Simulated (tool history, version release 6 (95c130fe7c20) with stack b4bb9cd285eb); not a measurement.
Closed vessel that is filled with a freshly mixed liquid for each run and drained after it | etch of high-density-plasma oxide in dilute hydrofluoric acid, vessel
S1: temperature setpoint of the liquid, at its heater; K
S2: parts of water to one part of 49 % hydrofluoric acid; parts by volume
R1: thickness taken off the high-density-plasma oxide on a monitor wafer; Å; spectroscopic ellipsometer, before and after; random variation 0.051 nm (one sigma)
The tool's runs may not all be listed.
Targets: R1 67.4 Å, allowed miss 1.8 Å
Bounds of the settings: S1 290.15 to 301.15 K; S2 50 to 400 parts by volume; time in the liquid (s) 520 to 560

{"run": 1, "hour": 0.0, "S1": 293.15, "S2": 225, "time in the liquid (s)": 520, "R1": 135.43}
{"run": 2, "hour": 2.1, "S1": 293.15, "S2": 225, "time in the liquid (s)": 520, "R1": 136.79}
{"run": 3, "hour": 4.8, "S1": 292.65, "S2": 250, "time in the liquid (s)": 520, "R1": 116.65}
{"run": 4, "hour": 6.7, "S1": 290.65, "S2": 250, "time in the liquid (s)": 520, "R1": 107.97}
{"hour": 15.3, "done": "thermometer replaced"}
{"run": 5, "hour": 15.3, "S1": 290.65, "S2": 270, "time in the liquid (s)": 520, "R1": 91.347}
{"run": 6, "hour": 19.9, "S1": 292.15, "S2": 270, "time in the liquid (s)": 520, "R1": 96.008}
{"run": 7, "hour": 27.6, "S1": 291.65, "S2": 280, "time in the liquid (s)": 520, "R1": 90.192}
{"run": 8, "hour": 32.5, "S1": 291.15, "S2": 290, "time in the liquid (s)": 520, "R1": 85.795}
{"run": 9, "hour": 36.8, "S1": 291.15, "S2": 300, "time in the liquid (s)": 520, "R1": 81.402}
{"run": 10, "hour": 41.8, "S1": 291.15, "S2": 305, "time in the liquid (s)": 520, "R1": 80.632}

4 next moves are on the table. One of them brings every result within its allowed miss. Which?
{"run": "A", "hour": 46.8, "S1": 290.65, "S2": 360, "time in the liquid (s)": 555, "R1": "?"}
{"run": "B", "hour": 46.8, "S1": 290.15, "S2": 375, "time in the liquid (s)": 540, "R1": "?"}
{"run": "C", "hour": 46.8, "S1": 290.15, "S2": 355, "time in the liquid (s)": 520, "R1": "?"}
{"run": "D", "hour": 46.8, "S1": 295.15, "S2": 320, "time in the liquid (s)": 535, "R1": "?"}

move=A R1=68.22
move=B R1=61.823
move=C R1=63.895
move=D R1=89.985
A: meets every target
B: takes the result that was furthest off past its target
C: takes the result that was furthest off past its target
D: further off than the last run
Answer: A
